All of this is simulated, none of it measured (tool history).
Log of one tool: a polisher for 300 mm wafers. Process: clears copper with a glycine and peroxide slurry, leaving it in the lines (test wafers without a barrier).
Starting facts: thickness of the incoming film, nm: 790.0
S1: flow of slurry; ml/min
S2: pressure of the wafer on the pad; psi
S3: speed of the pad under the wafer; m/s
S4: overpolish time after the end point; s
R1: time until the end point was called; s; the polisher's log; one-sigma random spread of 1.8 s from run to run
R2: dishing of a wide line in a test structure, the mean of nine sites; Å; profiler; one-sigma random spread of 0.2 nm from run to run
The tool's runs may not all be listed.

| run | hour | S1 | S2 | S3 | S4 | R1 | R2 |
|---|---|---|---|---|---|---|---|
| 1 | 0 | 265 | 3.5 | 0.96 | 11 | 111.17 | 505.27 |
| 2 | 6.6 | 265 | 2.7 | 0.96 | 11 | 128.63 | 443.83 |
| 3 | 9 | 265 | 2.7 | 0.96 | 6 | 129.09 | 262 |
| 4 | 16 | 235 | 2.7 | 0.96 | 6 | 130.56 | 257.15 |
| 5 | 20.4 | 225 | 2.7 | 0.98 | 6 | 127.57 | 259.4 |
| 6 | 27.7 | 225 | 2.7 | 0.82 | 6 | 151.35 | 229.29 |
| 7 | 33.8 | 215 | 2.7 | 0.84 | 6 | 147.88 | 233.51 |
| 8 | 39.5 | 210 | 2.7 | 0.86 | 6 | 145.01 | 237.91 |
| 9 | 45 | 205 | 2.7 | 0.88 | 6 | 143.7 | 240 |
| 10 | 47.3 | 265 | 2.4 | 1.1 | 3 | 118.1 | 144.47 |
| 11 | 49.5 | 260 | 2.5 | 1.08 | 3 | 122.2 | 147.56 |
| 12 | 55.1 | 255 | 2.6 | 1.06 | 3 | 125.22 | 144.96 |
| 13 | 63.4 | 250 | 2.8 | 1.04 | 3 | 118.68 | 148.54 |
|  | 67 | slurry nozzle cleaned |
| 14 | 67 | 245 | 2.8 | 1.04 | 3 | 113.44 | 154.95 |
| 15 | 75.6 | 245 | 2.8 | 1.02 | 3 | 119.27 | 152.17 |
| 16 | 77.8 | 240 | 2.9 | 1 | 3 | 117.98 | 149.9 |

The next listed run, before its measurement:
| 17 | 85 | 235 | 2.9 | 1.04 | 7 | ? | ? |

{"run 17": {"R1": 114.73, "R2": 334.22}}

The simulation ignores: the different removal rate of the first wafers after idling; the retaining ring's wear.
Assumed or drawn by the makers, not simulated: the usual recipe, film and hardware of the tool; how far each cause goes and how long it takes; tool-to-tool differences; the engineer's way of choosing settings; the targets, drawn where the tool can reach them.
